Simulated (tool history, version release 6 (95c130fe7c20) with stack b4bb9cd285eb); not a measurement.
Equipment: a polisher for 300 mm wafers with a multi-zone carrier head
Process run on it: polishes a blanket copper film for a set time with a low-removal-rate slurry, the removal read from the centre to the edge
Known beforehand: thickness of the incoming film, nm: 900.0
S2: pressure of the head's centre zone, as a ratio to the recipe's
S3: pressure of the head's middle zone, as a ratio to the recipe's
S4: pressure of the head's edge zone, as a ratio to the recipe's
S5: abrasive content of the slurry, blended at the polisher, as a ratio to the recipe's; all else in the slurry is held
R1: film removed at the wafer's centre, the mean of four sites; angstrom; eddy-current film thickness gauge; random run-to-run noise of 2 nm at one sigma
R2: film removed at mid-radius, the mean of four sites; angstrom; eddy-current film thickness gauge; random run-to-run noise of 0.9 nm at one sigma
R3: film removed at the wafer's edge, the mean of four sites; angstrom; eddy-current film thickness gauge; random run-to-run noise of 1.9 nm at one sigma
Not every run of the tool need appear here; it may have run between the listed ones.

{"run": 1, "hour": 0.0, "flow of slurry (ml/min)": 165, "S2": 1, "S3": 1, "S4": 1, "S5": 1, "polishing time (s)": 82, "R1": 1963.2, "R2": 2088.7, "R3": 2207.9}
{"run": 2, "hour": 7.1, "flow of slurry (ml/min)": 155, "S2": 0.97, "S3": 0.97, "S4": 0.97, "S5": 0.9, "polishing time (s)": 80, "R1": 1832.5, "R2": 1937.8, "R3": 2093.8}
{"run": 3, "hour": 16.1, "flow of slurry (ml/min)": 155, "S2": 1, "S3": 0.97, "S4": 0.97, "S5": 0.9, "polishing time (s)": 80, "R1": 1899.5, "R2": 1916.2, "R3": 1991.1}
{"run": 4, "hour": 22.3, "flow of slurry (ml/min)": 155, "S2": 1, "S3": 1.02, "S4": 0.97, "S5": 0.9, "polishing time (s)": 80, "R1": 1872, "R2": 2010.3, "R3": 2048}
{"run": 5, "hour": 30.3, "flow of slurry (ml/min)": 145, "S2": 0.96, "S3": 0.99, "S4": 0.95, "S5": 0.8, "polishing time (s)": 78, "R1": 1726.5, "R2": 1814.4, "R3": 1909.4}
{"run": 6, "hour": 35.2, "flow of slurry (ml/min)": 185, "S2": 0.96, "S3": 0.99, "S4": 0.95, "S5": 0.8, "polishing time (s)": 78, "R1": 1775, "R2": 1920.6, "R3": 1964.2}

Forecast run 7:
{"run": 7, "hour": 37.7, "flow of slurry (ml/min)": 175, "S2": 0.93, "S3": 0.97, "S4": 0.94, "S5": 0.75, "polishing time (s)": 76, "R1": "?", "R2": "?", "R3": "?"}

R1: 1635.6 angstrom
R2: 1788.6 angstrom
R3: 1870 angstrom

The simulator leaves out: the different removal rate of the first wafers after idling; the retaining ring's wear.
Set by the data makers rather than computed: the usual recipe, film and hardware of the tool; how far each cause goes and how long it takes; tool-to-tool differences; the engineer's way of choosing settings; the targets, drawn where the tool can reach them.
